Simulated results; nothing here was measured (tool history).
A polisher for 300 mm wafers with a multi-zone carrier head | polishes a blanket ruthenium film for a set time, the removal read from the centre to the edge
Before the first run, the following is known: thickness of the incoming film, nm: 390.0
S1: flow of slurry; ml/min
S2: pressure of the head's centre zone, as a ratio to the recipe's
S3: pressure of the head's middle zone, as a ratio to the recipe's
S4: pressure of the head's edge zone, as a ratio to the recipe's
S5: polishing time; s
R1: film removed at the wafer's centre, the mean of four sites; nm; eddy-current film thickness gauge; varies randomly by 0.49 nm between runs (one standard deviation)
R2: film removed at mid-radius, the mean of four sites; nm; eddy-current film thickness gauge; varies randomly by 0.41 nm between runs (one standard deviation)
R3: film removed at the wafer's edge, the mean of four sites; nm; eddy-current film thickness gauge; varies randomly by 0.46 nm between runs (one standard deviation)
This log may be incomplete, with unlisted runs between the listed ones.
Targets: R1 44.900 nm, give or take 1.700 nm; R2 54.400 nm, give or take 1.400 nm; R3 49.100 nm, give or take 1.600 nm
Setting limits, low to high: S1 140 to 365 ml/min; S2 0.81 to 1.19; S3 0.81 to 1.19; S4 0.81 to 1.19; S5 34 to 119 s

| run | hour | S1 | S2 | S3 | S4 | S5 | R1 | R2 | R3 |
|---|---|---|---|---|---|---|---|---|---|
| 1 | 0.0 | 235 | 1.00 | 1.00 | 1.00 | 76 | 44.068 | 43.595 | 44.249 |
| 2 | 2.1 | 245 | 0.99 | 1.04 | 1.02 | 77 | 44.272 | 46.860 | 45.562 |
| 3 | 8.2 | 245 | 0.99 | 1.04 | 1.05 | 77 | 43.671 | 46.082 | 45.670 |
| 4 | 15.5 | 245 | 0.99 | 1.04 | 1.05 | 91 | 52.468 | 54.574 | 54.670 |
| 5 | 19.8 | 200 | 0.99 | 1.04 | 1.05 | 91 | 50.800 | 53.083 | 53.526 |
| 6 | 21.1 | 195 | 0.98 | 1.05 | 1.03 | 90 | 48.831 | 53.157 | 53.059 |
|  | 23.7 | slurry nozzle cleaned |
| 7 | 23.7 | 195 | 0.98 | 1.06 | 1.01 | 89 | 51.153 | 55.221 | 51.738 |
| 8 | 30.7 | 190 | 0.96 | 1.06 | 1.01 | 88 | 49.112 | 53.676 | 51.364 |
| 9 | 33.6 | 185 | 0.94 | 1.07 | 1.01 | 87 | 47.848 | 52.897 | 50.947 |

Consider the 5 candidate settings below. Which is the only one whose results all fall within their allowed miss of target?
| A | 36.5 | 155 | 0.93 | 1.12 | 0.98 | 87 | ? | ? | ? |
| B | 36.5 | 195 | 1.00 | 1.06 | 1.02 | 88 | ? | ? | ? |
| C | 36.5 | 200 | 0.92 | 1.04 | 1.01 | 81 | ? | ? | ? |
| D | 36.5 | 190 | 1.00 | 1.05 | 0.94 | 86 | ? | ? | ? |
| E | 36.5 | 210 | 1.01 | 1.09 | 0.96 | 84 | ? | ? | ? |

| move | R1 | R2 | R3 |
|---|---|---|---|
| A | 46.005 | 54.156 | 49.571 |
| B | 51.690 | 53.761 | 52.252 |
| C | 43.881 | 48.854 | 47.984 |
| D | 50.338 | 51.964 | 49.004 |
| E | 50.323 | 53.004 | 48.731 |
A: in spec on every target
B: lands further from the targets than the last run did
C: puts the biggest miss on target and leaves a different result outside tolerance
D: lands further from the targets than the last run did
E: lands further from the targets than the last run did
Move A is the one to make.

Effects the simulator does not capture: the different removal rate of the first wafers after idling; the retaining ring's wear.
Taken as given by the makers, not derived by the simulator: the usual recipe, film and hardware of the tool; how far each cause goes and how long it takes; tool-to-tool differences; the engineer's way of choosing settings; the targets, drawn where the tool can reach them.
